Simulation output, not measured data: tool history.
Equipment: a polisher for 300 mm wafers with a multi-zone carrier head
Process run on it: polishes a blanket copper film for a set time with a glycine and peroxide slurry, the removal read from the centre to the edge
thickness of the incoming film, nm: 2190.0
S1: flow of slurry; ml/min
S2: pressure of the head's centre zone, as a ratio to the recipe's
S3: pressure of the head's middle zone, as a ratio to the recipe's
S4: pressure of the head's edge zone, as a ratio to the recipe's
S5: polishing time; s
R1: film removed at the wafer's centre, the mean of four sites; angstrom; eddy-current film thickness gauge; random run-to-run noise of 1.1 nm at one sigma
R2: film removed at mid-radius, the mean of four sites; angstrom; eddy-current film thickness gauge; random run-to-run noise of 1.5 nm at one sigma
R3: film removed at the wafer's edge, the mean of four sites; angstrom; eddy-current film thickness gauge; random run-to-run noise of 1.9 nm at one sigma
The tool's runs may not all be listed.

run	hour	S1	S2	S3	S4	S5	R1	R2	R3
1	0.0	270	1.00	1.00	1.00	74	2558.4	2523.2	2730.6
2	8.6	270	1.00	0.96	1.00	74	2551.5	2462.7	2695.8
3	13.7	260	1.00	0.94	0.97	66	2261.5	2145.4	2322.3
4	18.2	255	0.99	0.92	0.96	61	2064.8	1901.4	2122.0
5	26.5	255	0.99	0.92	0.92	61	2093.2	1945.3	2082.1
# hour 35.1: edge zone pressure recalibrated
6	35.1	255	0.92	0.92	0.92	61	1938.6	1910.0	2041.3

Run 7, settings as shown, results not yet in. Your forecast:
7	35.8	255	0.92	0.92	0.92	61	?	?	?

Run 7 gave R1 1955.4 angstrom, R2 1940.8 angstrom, R3 2049.5 angstrom.
